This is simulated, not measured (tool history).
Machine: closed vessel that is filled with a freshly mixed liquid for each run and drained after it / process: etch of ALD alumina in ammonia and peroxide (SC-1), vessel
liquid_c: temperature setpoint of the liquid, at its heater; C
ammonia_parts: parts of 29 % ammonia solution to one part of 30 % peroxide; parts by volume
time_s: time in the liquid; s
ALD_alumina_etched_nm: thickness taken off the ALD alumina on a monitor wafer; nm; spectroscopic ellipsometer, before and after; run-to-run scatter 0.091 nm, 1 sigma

{"run": 1, "day": 0.0, "liquid_c": 48, "ammonia_parts": 0.4, "time_s": 200, "ALD_alumina_etched_nm": 6.2363}
{"run": 2, "day": 0.304, "liquid_c": 48, "ammonia_parts": 0.5, "time_s": 200, "ALD_alumina_etched_nm": 6.3821}
{"run": 3, "day": 0.462, "liquid_c": 51, "ammonia_parts": 0.5, "time_s": 200, "ALD_alumina_etched_nm": 7.5393}
{"run": 4, "day": 0.529, "liquid_c": 51, "ammonia_parts": 0.4, "time_s": 200, "ALD_alumina_etched_nm": 7.4632}
{"run": 5, "day": 0.583, "liquid_c": 56.5, "ammonia_parts": 0.4, "time_s": 200, "ALD_alumina_etched_nm": 9.9338}
{"run": 6, "day": 0.962, "liquid_c": 53.5, "ammonia_parts": 0.4, "time_s": 200, "ALD_alumina_etched_nm": 8.6132}
{"run": 7, "day": 1.088, "liquid_c": 55, "ammonia_parts": 0.4, "time_s": 200, "ALD_alumina_etched_nm": 9.2194}
{"run": 8, "day": 1.125, "liquid_c": 56, "ammonia_parts": 0.4, "time_s": 200, "ALD_alumina_etched_nm": 9.6874}
{"run": 9, "day": 1.475, "liquid_c": 56.5, "ammonia_parts": 0.4, "time_s": 200, "ALD_alumina_etched_nm": 10.023}
{"run": 10, "day": 1.646, "liquid_c": 57, "ammonia_parts": 0.4, "time_s": 200, "ALD_alumina_etched_nm": 10.056}

What will run 11 give?
{"run": 11, "day": 1.767, "liquid_c": 57.5, "ammonia_parts": 0.4, "time_s": 200, "ALD_alumina_etched_nm": "?"}

ALD_alumina_etched_nm: 10.289 nm
